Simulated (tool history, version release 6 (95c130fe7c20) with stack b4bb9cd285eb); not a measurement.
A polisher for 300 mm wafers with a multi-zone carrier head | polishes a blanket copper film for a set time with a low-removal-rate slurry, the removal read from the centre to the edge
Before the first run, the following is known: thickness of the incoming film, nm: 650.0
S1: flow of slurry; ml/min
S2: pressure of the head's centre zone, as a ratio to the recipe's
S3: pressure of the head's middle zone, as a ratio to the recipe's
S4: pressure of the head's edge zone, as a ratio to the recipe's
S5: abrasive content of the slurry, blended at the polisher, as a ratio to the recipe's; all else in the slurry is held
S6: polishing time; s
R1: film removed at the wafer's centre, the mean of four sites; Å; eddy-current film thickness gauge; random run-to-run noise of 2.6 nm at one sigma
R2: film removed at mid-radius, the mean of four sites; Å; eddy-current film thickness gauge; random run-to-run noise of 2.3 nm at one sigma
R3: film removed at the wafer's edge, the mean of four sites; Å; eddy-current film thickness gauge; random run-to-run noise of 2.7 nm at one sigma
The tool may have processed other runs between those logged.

run  hour   S1    S2    S3    S4    S5  S6      R1      R2      R3
  1   0.0  255  1.00  1.00  1.00  1.00  52  1413.1  1436.7  1480.4
  2   5.1  255  1.00  1.00  1.00  1.00  58  1593.0  1618.4  1613.5
  3  10.0  255  1.00  1.00  1.06  1.00  58  1618.0  1622.5  1662.3
  4  12.7  260  0.97  1.03  1.08  1.15  59  1611.1  1726.1  1773.3
  5  14.4  260  0.97  1.03  1.16  1.15  59  1612.8  1711.4  1813.5
  6  16.4  260  1.03  1.03  1.16  1.15  59  1723.6  1729.0  1844.1
  7  24.5  265  1.02  1.07  1.15  1.20  60  1737.0  1810.8  1849.9
  8  27.4  270  1.00  1.10  1.15  1.25  61  1763.7  1894.0  1890.0
  9  34.0  270  0.98  1.12  1.15  1.30  62  1784.5  1990.5  1880.9

What does the tool deliver on the next run?
 10  41.1  270  0.95  1.12  1.16  1.35  63   ?   ?   ?

Run 10 yielded R1 1762.7 Å, R2 2048.4 Å, R3 1965.6 Å.
